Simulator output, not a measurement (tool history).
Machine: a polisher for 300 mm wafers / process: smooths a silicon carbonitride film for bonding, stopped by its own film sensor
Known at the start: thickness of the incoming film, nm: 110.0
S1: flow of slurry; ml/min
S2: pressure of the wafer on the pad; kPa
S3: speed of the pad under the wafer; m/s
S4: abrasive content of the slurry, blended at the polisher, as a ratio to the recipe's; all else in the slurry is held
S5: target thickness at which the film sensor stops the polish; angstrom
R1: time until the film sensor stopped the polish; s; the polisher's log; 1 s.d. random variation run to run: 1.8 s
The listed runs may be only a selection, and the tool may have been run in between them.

| run | hour | S1 | S2 | S3 | S4 | S5 | R1 |
|---|---|---|---|---|---|---|---|
| 1 | 0.0 | 320 | 19.3 | 1.16 | 1.00 | 910 | 38.094 |
| 2 | 3.2 | 320 | 21.4 | 1.16 | 1.00 | 910 | 35.778 |
| 3 | 7.5 | 320 | 18.6 | 1.00 | 0.95 | 910 | 45.437 |
| 4 | 9.4 | 320 | 16.5 | 0.88 | 0.90 | 910 | 57.304 |
| 5 | 15.2 | 320 | 16.5 | 0.88 | 0.90 | 900 | 63.678 |
| 6 | 16.6 | 320 | 16.5 | 1.00 | 0.90 | 900 | 54.886 |

For run 7, what comes out?
| 7 | 23.8 | 320 | 15.2 | 0.92 | 0.90 | 900 | ? |

{"run 7": {"R1": 65.001}}
